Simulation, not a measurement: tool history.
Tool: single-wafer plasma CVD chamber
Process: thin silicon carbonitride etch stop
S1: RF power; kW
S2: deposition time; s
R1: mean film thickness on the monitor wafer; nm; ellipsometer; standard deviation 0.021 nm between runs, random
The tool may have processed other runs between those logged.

run    day     S1    S2      R1
  1  0.000  0.200  9.89  5.6351
  2  0.242  0.190  9.31  5.1518
  3  0.292  0.180  9.02  4.9332
  4  0.650  0.200  9.02  5.0638
  5  0.808  0.200  8.21  4.6388
  6  1.079  0.200  8.94  5.0551

Forecast run 7:
  7  1.158  0.190  8.68   ?

Logged for run 7: R1 4.8006 nm.
